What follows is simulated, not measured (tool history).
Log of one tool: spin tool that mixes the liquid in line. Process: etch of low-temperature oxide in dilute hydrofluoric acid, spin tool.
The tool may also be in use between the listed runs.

run,hour,temperature setpoint of the liquid (C),parts of water to one part of 49 % hydrofluoric acid (parts by volume),time under the liquid (s),thickness taken off the low-temperature oxide on a monitor wafer (angstrom)
1,0,21,100,230,432
2,6.4,21,75,230,591.56
3,12.6,22,75,230,613.15
4,14.4,22,75,245,651.21
5,20.7,23.5,75,245,699.16
6,29.2,23.5,100,245,508.09
7,32,24,95,245,545.42
8,33,24.5,90,245,591.41
9,37.6,25,85,245,640.56
10,44.6,25.5,80,245,700.43
11,48.2,26,80,245,715.76
12,57.1,26,80,245,716.54
13,64.6,26.5,80,245,730.1
14,67.7,27,80,245,748.43
15,70.5,27.5,80,245,766.15

Run 16 comes next. What will it give?
16,77.8,28.5,70,245,?

Run 16 gave thickness taken off the low-temperature oxide on a monitor wafer (angstrom) 917.74.
